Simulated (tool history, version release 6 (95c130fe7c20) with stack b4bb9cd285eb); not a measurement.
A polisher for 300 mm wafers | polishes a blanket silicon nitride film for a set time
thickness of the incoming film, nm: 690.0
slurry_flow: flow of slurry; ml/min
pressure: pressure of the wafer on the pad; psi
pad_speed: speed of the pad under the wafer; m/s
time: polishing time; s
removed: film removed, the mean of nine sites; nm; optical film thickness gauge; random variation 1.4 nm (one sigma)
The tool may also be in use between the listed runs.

Run 1, hour 0.0: slurry_flow 315 ml/min, pressure 2.5 psi, pad_speed 1.00 m/s, time 107 s. Result: removed 132.93 nm.
Run 2, hour 2.6: slurry_flow 315 ml/min, pressure 2.2 psi, pad_speed 1.00 m/s, time 107 s. Result: removed 118.25 nm.
Run 3, hour 11.4: slurry_flow 315 ml/min, pressure 2.2 psi, pad_speed 1.00 m/s, time 107 s. Result: removed 120.07 nm.
Run 4, hour 14.5: slurry_flow 315 ml/min, pressure 2.1 psi, pad_speed 1.00 m/s, time 107 s. Result: removed 112.91 nm.
Run 5, hour 17.9: slurry_flow 315 ml/min, pressure 2.4 psi, pad_speed 1.00 m/s, time 107 s. Result: removed 129.27 nm.
Run 6, hour 19.2: slurry_flow 315 ml/min, pressure 2.3 psi, pad_speed 1.00 m/s, time 107 s. Result: removed 124.11 nm.
Run 7, hour 24.0: slurry_flow 315 ml/min, pressure 2.2 psi, pad_speed 1.00 m/s, time 107 s. Result: removed 117.90 nm.

Run 8 comes next. What will it give?
Run 8, hour 25.6: slurry_flow 315 ml/min, pressure 2.1 psi, pad_speed 1.00 m/s, time 107 s. Result: removed ?.

Run 8 gave removed 112.66 nm.
